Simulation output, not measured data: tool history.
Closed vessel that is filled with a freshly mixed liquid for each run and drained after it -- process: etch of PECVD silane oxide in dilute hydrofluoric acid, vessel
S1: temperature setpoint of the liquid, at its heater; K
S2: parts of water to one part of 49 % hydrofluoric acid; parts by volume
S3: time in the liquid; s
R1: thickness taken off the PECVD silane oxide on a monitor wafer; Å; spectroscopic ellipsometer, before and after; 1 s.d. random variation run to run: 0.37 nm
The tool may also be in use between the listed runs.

run 1 hour=0.0 | S1=295.15 S2=60 S3=100 | R1=770.71
run 2 hour=6.3 | S1=293.65 S2=65 S3=100 | R1=660.45
run 3 hour=9.6 | S1=292.65 S2=70 S3=100 | R1=593.52
run 4 hour=18.2 | S1=292.65 S2=50 S3=100 | R1=854.56
run 5 hour=25.8 | S1=291.65 S2=60 S3=100 | R1=664.99
run 6 hour=30.9 | S1=291.65 S2=60 S3=105 | R1=705.79

For run 7, what comes out?
run 7 hour=39.3 | S1=291.15 S2=65 S3=105 | R1=?

{"run 7": {"R1": 628.77}}
